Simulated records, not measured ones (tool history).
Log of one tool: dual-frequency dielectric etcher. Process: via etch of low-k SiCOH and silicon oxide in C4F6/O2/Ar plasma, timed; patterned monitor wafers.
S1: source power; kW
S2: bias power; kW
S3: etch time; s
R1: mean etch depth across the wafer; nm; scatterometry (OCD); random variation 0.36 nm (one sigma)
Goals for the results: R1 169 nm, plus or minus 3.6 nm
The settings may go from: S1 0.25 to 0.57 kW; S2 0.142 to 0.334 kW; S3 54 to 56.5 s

Run 1, hour 0: S1 0.41 kW, S2 0.238 kW, S3 54 s. Result: R1 143.1 nm.
Run 2, hour 8: S1 0.36 kW, S2 0.238 kW, S3 54 s. Result: R1 137.69 nm.
Run 3, hour 14.6: S1 0.4 kW, S2 0.251 kW, S3 54 s. Result: R1 145.47 nm.
Run 4, hour 16.8: S1 0.43 kW, S2 0.257 kW, S3 54 s. Result: R1 149.45 nm.
Run 5, hour 22.5: S1 0.43 kW, S2 0.257 kW, S3 54 s. Result: R1 149.82 nm.
Run 6, hour 27.4: S1 0.48 kW, S2 0.257 kW, S3 54 s. Result: R1 155.53 nm.
Run 7, hour 34.1: S1 0.5 kW, S2 0.262 kW, S3 54 s. Result: R1 158.47 nm.
Run 8, hour 35: S1 0.51 kW, S2 0.267 kW, S3 54 s. Result: R1 160.8 nm.

Below are 5 possible settings for the next run. Only one of them brings all results inside the allowed miss of their targets. Which is it?
Run A, hour 35.9: S1 0.46 kW, S2 0.282 kW, S3 54 s. Result: R1 ?.
Run B, hour 35.9: S1 0.4 kW, S2 0.275 kW, S3 56.5 s. Result: R1 ?.
Run C, hour 35.9: S1 0.52 kW, S2 0.28 kW, S3 56 s. Result: R1 ?.
Run D, hour 35.9: S1 0.46 kW, S2 0.258 kW, S3 56.5 s. Result: R1 ?.
Run E, hour 35.9: S1 0.48 kW, S2 0.25 kW, S3 54 s. Result: R1 ?.

move      R1
   A  158.49
   B  157.24
   C  170.45
   D  160.28
   E  153.43
A: its largest miss is bigger than the last run's
B: its largest miss is bigger than the last run's
C: every result lands within tolerance
D: its largest miss is bigger than the last run's
E: its largest miss is bigger than the last run's
So the answer is move C, the one that meets all the targets.
